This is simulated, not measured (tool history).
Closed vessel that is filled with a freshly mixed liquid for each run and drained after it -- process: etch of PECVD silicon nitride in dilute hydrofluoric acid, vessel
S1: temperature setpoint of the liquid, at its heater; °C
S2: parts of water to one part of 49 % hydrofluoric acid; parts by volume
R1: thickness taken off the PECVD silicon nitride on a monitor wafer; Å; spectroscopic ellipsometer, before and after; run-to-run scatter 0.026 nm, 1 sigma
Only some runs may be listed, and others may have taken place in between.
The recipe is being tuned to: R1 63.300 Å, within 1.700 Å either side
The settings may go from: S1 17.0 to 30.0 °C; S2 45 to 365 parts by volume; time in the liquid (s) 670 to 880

run 1 hour=0.0 | S1=22.0 S2=205 time_in_the_liquid_(s)=880 | R1=80.346
run 2 hour=9.0 | S1=22.0 S2=145 time_in_the_liquid_(s)=880 | R1=113.100
run 3 hour=13.8 | S1=20.5 S2=160 time_in_the_liquid_(s)=880 | R1=93.950
run 4 hour=18.3 | S1=20.5 S2=160 time_in_the_liquid_(s)=880 | R1=94.053
run 5 hour=20.4 | S1=19.5 S2=170 time_in_the_liquid_(s)=880 | R1=83.020
run 6 hour=28.7 | S1=17.0 S2=170 time_in_the_liquid_(s)=880 | R1=70.044
run 7 hour=29.6 | S1=17.0 S2=175 time_in_the_liquid_(s)=880 | R1=67.985
run 8 hour=37.2 | S1=17.0 S2=180 time_in_the_liquid_(s)=880 | R1=65.872

Of the 5 settings listed for the next run, only one would bring every result within its allowed miss of target. Which one?
run A hour=44.8 | S1=20.0 S2=190 time_in_the_liquid_(s)=810 | R1=?
run B hour=44.8 | S1=17.0 S2=160 time_in_the_liquid_(s)=835 | R1=?
run C hour=44.8 | S1=17.0 S2=165 time_in_the_liquid_(s)=775 | R1=?
run D hour=44.8 | S1=17.0 S2=160 time_in_the_liquid_(s)=800 | R1=?
run E hour=44.8 | S1=20.0 S2=205 time_in_the_liquid_(s)=865 | R1=?

move=A R1=70.023
move=B R1=70.047
move=C R1=63.102
move=D R1=67.111
move=E R1=69.406
A: moves away from the targets compared with the last run
B: moves away from the targets compared with the last run
C: meets every target
D: moves away from the targets compared with the last run
E: moves away from the targets compared with the last run
Answer: C
